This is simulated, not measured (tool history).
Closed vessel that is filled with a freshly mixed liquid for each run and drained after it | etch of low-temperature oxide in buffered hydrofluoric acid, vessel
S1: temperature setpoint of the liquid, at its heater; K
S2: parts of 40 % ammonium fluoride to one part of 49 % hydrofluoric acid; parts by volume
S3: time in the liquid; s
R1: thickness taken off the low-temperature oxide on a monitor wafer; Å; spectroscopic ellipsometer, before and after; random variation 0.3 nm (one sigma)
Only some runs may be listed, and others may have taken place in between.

run,hour,S1,S2,S3,R1
1,0,296.15,20,35,503.29
2,2.8,294.65,20.5,35,458.65
3,3.4,293.65,21,35,419.64
4,8.7,292.65,21.5,35,397.69
5,12.7,292.65,21.5,30,344.65
6,21,292.65,21.5,35,396.18
7,28.2,292.15,22,35,371.7

Run 8 is up next; what results do you expect?
8,35.8,291.65,22,35,?

{"run 8": {"R1": 372.12}}
